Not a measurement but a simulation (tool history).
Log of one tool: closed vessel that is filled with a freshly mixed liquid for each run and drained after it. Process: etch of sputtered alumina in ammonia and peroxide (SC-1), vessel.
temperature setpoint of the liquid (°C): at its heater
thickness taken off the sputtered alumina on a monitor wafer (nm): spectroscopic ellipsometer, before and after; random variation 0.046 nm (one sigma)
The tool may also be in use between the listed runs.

run,hour,temperature setpoint of the liquid (°C),parts of 29 % ammonia solution to one part of 30 % peroxide (parts by volume),time in the liquid (s),thickness taken off the sputtered alumina on a monitor wafer (nm)
1,0.0,58.0,0.55,90,6.4365
2,6.7,57.0,0.55,90,6.0624
3,11.0,56.5,0.55,90,5.8351
4,11.8,56.5,0.55,50,3.2511
5,17.8,56.5,0.55,90,5.8454
6,25.6,62.5,0.55,90,7.9759

What does the tool deliver on the next run?
7,32.8,54.5,0.50,85,?

{"run 7": {"thickness taken off the sputtered alumina on a monitor wafer (nm)": 4.9279}}

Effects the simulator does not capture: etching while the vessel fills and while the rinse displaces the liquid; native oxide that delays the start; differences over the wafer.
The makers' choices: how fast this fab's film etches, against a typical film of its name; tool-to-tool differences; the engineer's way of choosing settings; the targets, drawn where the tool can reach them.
